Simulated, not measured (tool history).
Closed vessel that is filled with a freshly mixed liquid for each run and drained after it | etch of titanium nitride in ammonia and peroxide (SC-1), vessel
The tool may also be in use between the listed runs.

| run | hour | temperature setpoint of the liquid (C) | parts of water to one part of 30 % peroxide (parts by volume) | parts of 29 % ammonia solution to one part of 30 % peroxide (parts by volume) | time in the liquid (s) | thickness taken off the titanium nitride on a monitor wafer (angstrom) |
|---|---|---|---|---|---|---|
| 1 | 0 | 56 | 14.5 | 0.85 | 185 | 202.55 |
| 2 | 6.6 | 56 | 14.5 | 0.85 | 195 | 214.67 |
| 3 | 11 | 62.5 | 14.5 | 0.85 | 195 | 329.22 |
| 4 | 18 | 66 | 14.5 | 0.85 | 195 | 411.87 |
| 5 | 21.7 | 64 | 14.5 | 0.85 | 195 | 363.23 |
| 6 | 24.2 | 62 | 14.5 | 0.85 | 195 | 316.65 |

The next listed run, before its measurement:
| 7 | 33.5 | 60.5 | 14.5 | 0.85 | 195 | ? |

Run 7 gave thickness taken off the titanium nitride on a monitor wafer (angstrom) 291.77.
